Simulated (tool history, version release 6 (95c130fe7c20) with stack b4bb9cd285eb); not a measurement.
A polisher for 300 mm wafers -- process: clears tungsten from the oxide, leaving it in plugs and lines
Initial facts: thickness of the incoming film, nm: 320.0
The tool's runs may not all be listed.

| run | hour | flow of slurry (ml/min) | pressure of the wafer on the pad (psi) | speed of the pad under the wafer (cm/s) | abrasive content of the slurry | overpolish time after the end point (s) | time until the end point was called (s) |
|---|---|---|---|---|---|---|---|
| 1 | 0 | 305 | 2.6 | 138 | 1 | 8 | 65.978 |
| 2 | 2.5 | 305 | 2.6 | 118 | 1 | 8 | 77.515 |
| 3 | 5.4 | 305 | 2.5 | 118 | 1 | 8 | 79.586 |
| 4 | 8.6 | 360 | 2.5 | 118 | 1 | 8 | 79.031 |
| 5 | 15.2 | 360 | 2.4 | 118 | 1 | 8 | 80.141 |
| 6 | 19.7 | 360 | 2.4 | 144 | 1 | 8 | 68.372 |
| 7 | 20.6 | 360 | 2.2 | 144 | 1 | 8 | 71.62 |
| 8 | 26.5 | 360 | 2 | 142 | 1 | 8 | 79.66 |
| 9 | 32.9 | 360 | 1.9 | 142 | 1 | 8 | 83.741 |
| 10 | 33.6 | 360 | 1.8 | 142 | 1 | 8 | 89.17 |
| 11 | 40.9 | 355 | 1.8 | 142 | 1 | 8 | 86.246 |

What will run 12 give?
| 12 | 46.8 | 355 | 1.7 | 142 | 1 | 8 | ? |

Run 12 came out at time until the end point was called (s) 91.73.
